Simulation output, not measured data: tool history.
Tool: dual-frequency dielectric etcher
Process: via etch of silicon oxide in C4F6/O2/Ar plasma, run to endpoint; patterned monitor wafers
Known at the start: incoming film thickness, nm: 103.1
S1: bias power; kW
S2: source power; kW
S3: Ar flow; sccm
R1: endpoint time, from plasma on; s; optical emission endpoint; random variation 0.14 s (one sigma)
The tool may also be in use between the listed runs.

run	hour	S1	S2	S3	R1
1	0.0	0.552	0.320	320	23.535
2	4.2	0.585	0.330	319	22.359
3	6.8	0.602	0.330	319	21.886
4	14.1	0.613	0.330	319	21.569
5	16.2	0.621	0.330	319	21.702
6	18.4	0.632	0.330	319	21.380

Run 7 comes next. What will it give?
7	24.3	0.640	0.330	319	?

Run 7 gave R1 21.109 s.

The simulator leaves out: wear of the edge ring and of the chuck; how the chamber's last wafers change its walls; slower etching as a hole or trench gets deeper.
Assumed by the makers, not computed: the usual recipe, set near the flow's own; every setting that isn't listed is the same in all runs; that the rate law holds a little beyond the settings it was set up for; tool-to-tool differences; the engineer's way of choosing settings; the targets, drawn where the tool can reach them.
